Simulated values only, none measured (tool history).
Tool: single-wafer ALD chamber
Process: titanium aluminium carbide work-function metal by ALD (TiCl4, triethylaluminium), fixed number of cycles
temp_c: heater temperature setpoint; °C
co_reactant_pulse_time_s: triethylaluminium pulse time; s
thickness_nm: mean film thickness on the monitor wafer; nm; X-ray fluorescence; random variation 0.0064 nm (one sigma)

run 1 hour=0 | temp_c=305 co_reactant_pulse_time_s=8.6 | thickness_nm=2.1315
run 2 hour=5.1 | temp_c=305 co_reactant_pulse_time_s=9.64 | thickness_nm=2.1866
run 3 hour=8.6 | temp_c=298 co_reactant_pulse_time_s=8.44 | thickness_nm=2.0801
run 4 hour=15.8 | temp_c=298 co_reactant_pulse_time_s=9.59 | thickness_nm=2.1203
run 5 hour=24.1 | temp_c=293 co_reactant_pulse_time_s=8.2 | thickness_nm=2.0092
run 6 hour=33.1 | temp_c=293 co_reactant_pulse_time_s=9.39 | thickness_nm=2.0373
run 7 hour=39.4 | temp_c=289 co_reactant_pulse_time_s=8.4 | thickness_nm=1.9662

Run 8 comes next. What will it give?
run 8 hour=42.5 | temp_c=281 co_reactant_pulse_time_s=5.68 | thickness_nm=?

{"run 8": {"thickness_nm": 1.6749}}

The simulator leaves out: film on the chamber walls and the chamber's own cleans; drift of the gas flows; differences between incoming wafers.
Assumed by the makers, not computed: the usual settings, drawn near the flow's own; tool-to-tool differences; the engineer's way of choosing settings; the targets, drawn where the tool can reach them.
